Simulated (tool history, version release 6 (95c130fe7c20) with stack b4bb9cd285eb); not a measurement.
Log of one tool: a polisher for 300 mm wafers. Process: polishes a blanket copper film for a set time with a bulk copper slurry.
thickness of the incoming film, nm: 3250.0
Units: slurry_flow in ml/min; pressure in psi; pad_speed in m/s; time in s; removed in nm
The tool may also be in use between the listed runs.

run  hour  slurry_flow  pressure  pad_speed  slurry_solids  time  removed
  1     0          320       3.4        1.2              1    32   369.92
  2   2.2          320       3.3        1.2              1    32   361.11
  3   4.6          320       3.2        1.2              1    32   347.07
  4  11.8          320       3.2        1.2            0.9    32   338.46
  5  12.4          320       2.7        1.2            0.9    32   288.69
  6    19          320       2.7        1.2            0.9    32    292.3

Run 7 comes next. What will it give?
  7  22.1          320       2.8        1.2            0.9    32        ?

removed: 298.68 nm

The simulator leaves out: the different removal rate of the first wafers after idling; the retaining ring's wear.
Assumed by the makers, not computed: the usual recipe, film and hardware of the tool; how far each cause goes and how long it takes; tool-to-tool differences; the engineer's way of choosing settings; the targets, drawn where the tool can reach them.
